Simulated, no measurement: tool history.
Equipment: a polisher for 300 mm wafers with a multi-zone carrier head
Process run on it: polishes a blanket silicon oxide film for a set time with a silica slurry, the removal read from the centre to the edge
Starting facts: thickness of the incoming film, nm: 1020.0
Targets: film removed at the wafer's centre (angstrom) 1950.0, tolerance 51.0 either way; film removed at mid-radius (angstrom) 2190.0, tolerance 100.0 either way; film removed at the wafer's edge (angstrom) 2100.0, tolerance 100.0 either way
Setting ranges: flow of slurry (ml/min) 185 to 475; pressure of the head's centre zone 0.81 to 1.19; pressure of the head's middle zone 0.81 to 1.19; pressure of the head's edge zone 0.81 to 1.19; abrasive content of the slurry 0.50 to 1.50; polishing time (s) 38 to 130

| run | hour | flow of slurry (ml/min) | pressure of the head's centre zone | pressure of the head's middle zone | pressure of the head's edge zone | abrasive content of the slurry | polishing time (s) | film removed at the wafer's centre (angstrom) | film removed at mid-radius (angstrom) | film removed at the wafer's edge (angstrom) |
|---|---|---|---|---|---|---|---|---|---|---|
| 1 | 0.0 | 305 | 1.00 | 1.00 | 1.00 | 1.00 | 84 | 3102.7 | 2974.9 | 2974.9 |
| 2 | 6.4 | 255 | 1.00 | 1.00 | 1.00 | 1.00 | 84 | 2988.6 | 2936.8 | 2921.0 |
| 3 | 13.4 | 255 | 0.98 | 1.00 | 0.98 | 0.95 | 84 | 2874.6 | 2906.2 | 2877.5 |
| 4 | 15.8 | 255 | 0.92 | 1.00 | 0.98 | 0.95 | 84 | 2753.3 | 2878.5 | 2902.2 |
| 5 | 22.8 | 255 | 0.91 | 1.00 | 0.97 | 0.90 | 83 | 2611.6 | 2821.2 | 2754.2 |
| 6 | 25.5 | 295 | 0.91 | 1.00 | 0.97 | 0.90 | 83 | 2644.9 | 2805.9 | 2744.2 |
| 7 | 27.9 | 300 | 0.90 | 0.99 | 0.96 | 0.85 | 83 | 2565.2 | 2693.5 | 2669.7 |
| 8 | 33.4 | 280 | 0.81 | 1.00 | 0.86 | 0.60 | 81 | 1893.0 | 2245.5 | 2113.1 |
| 9 | 34.0 | 285 | 0.81 | 1.00 | 0.86 | 0.60 | 81 | 1923.2 | 2331.4 | 2153.0 |

Pick the move, out of 5, that brings all results within their allowed miss; only one does.
| A | 34.6 | 380 | 0.85 | 0.99 | 0.90 | 0.65 | 74 | ? | ? | ? |
| B | 34.6 | 240 | 0.87 | 1.16 | 0.81 | 0.55 | 78 | ? | ? | ? |
| C | 34.6 | 315 | 0.84 | 1.12 | 0.81 | 0.55 | 78 | ? | ? | ? |
| D | 34.6 | 200 | 0.87 | 1.06 | 0.85 | 0.50 | 84 | ? | ? | ? |
| E | 34.6 | 290 | 0.88 | 1.19 | 0.81 | 0.50 | 77 | ? | ? | ? |

| move | film removed at the wafer's centre (angstrom) | film removed at mid-radius (angstrom) | film removed at the wafer's edge (angstrom) |
|---|---|---|---|
| A | 1934.5 | 2251.4 | 2063.4 |
| B | 1828.2 | 2388.3 | 1850.8 |
| C | 1829.2 | 2395.1 | 1898.7 |
| D | 1819.6 | 2208.7 | 1901.1 |
| E | 1790.9 | 2357.9 | 1776.4 |
A: every result lands within tolerance
B: moves away from the targets compared with the last run
C: moves away from the targets compared with the last run
D: brings the last run's worst result on target, with another outside its allowed miss
E: moves away from the targets compared with the last run
A meets every target.
